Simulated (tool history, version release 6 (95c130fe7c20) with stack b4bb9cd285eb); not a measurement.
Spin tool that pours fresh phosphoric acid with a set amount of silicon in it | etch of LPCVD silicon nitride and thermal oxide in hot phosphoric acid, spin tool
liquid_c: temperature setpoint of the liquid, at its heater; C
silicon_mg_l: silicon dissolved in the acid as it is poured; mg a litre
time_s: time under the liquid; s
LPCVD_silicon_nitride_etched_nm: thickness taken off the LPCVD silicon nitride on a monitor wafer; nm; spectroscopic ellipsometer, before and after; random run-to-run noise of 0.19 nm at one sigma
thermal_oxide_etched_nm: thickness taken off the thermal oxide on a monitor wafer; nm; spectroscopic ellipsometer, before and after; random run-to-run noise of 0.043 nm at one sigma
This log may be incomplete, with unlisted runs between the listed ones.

run,hour,liquid_c,silicon_mg_l,time_s,LPCVD_silicon_nitride_etched_nm,thermal_oxide_etched_nm
1,0,160,14,180,15.073,0.29021
2,7,160.5,15,190,16.176,0.38107
3,15.5,160,15.5,205,17.209,0.30118
4,16.9,160,11.5,205,16.791,0.38598
5,24.9,159,11.5,205,16.448,0.38433
6,27.7,160,12.5,215,17.68,0.38484

Predict the results of run 7:
# hour 34.4: heated supply line repaired
7,34.4,162.5,16.5,265,?,?

{"run 7": {"LPCVD_silicon_nitride_etched_nm": 25.917, "thermal_oxide_etched_nm": 0.66345}}
